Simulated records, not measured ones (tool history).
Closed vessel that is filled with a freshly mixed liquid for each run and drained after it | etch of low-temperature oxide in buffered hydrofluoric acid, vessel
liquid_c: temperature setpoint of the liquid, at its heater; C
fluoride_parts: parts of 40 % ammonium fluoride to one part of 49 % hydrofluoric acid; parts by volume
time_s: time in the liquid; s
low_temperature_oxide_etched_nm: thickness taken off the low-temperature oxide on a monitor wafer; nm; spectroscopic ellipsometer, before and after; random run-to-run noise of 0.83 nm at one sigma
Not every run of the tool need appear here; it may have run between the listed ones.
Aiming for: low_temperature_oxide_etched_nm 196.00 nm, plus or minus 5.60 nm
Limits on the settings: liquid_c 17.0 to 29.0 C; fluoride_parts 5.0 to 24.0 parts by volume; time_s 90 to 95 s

| run | hour | liquid_c | fluoride_parts | time_s | low_temperature_oxide_etched_nm |
|---|---|---|---|---|---|
| 1 | 0.0 | 21.0 | 14.5 | 90 | 143.68 |
| 2 | 2.4 | 22.5 | 14.5 | 90 | 156.22 |
| 3 | 3.9 | 23.5 | 14.5 | 90 | 164.11 |
| 4 | 6.3 | 23.5 | 14.5 | 90 | 164.80 |
| 5 | 12.3 | 24.5 | 14.5 | 90 | 173.69 |
| 6 | 18.1 | 24.5 | 16.0 | 90 | 158.56 |
| 7 | 21.6 | 25.5 | 16.0 | 90 | 166.52 |
| 8 | 30.9 | 26.5 | 16.0 | 90 | 175.58 |
| 9 | 33.5 | 29.0 | 16.0 | 90 | 202.66 |

Exercise: of the 5 proposed moves below, exactly one satisfies all targets within the stated allowed misses. Which move is it?
| A | 36.1 | 29.0 | 15.5 | 90 | ? |
| B | 36.1 | 29.0 | 16.0 | 95 | ? |
| C | 36.1 | 28.5 | 16.0 | 90 | ? |
| D | 36.1 | 27.0 | 14.5 | 95 | ? |
| E | 36.1 | 28.0 | 14.5 | 90 | ? |

| move | low_temperature_oxide_etched_nm |
|---|---|
| A | 207.08 |
| B | 211.87 |
| C | 195.47 |
| D | 209.78 |
| E | 209.65 |
A: lands further from the targets than the last run did
B: lands further from the targets than the last run did
C: each result inside its tolerance
D: lands further from the targets than the last run did
E: lands further from the targets than the last run did
The move that meets every target is C.

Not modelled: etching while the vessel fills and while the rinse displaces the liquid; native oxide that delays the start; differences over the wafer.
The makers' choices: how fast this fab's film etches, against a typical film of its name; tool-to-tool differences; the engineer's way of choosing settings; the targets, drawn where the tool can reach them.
